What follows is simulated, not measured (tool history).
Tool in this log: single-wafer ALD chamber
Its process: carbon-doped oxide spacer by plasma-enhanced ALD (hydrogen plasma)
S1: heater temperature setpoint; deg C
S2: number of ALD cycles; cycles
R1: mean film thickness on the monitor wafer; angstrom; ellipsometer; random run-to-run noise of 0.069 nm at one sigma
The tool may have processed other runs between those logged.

run,hour,S1,S2,R1
1,0.0,420,322,133.83
2,2.8,428,322,129.49
3,7.3,436,322,124.95
4,9.6,427,334,134.33
5,14.8,420,343,141.18
6,19.1,420,323,134.33
7,27.9,414,335,142.36

Run 8 has not been measured yet. What should we expect?
8,33.2,410,342,?

Run 8 measured R1 147.74 angstrom.
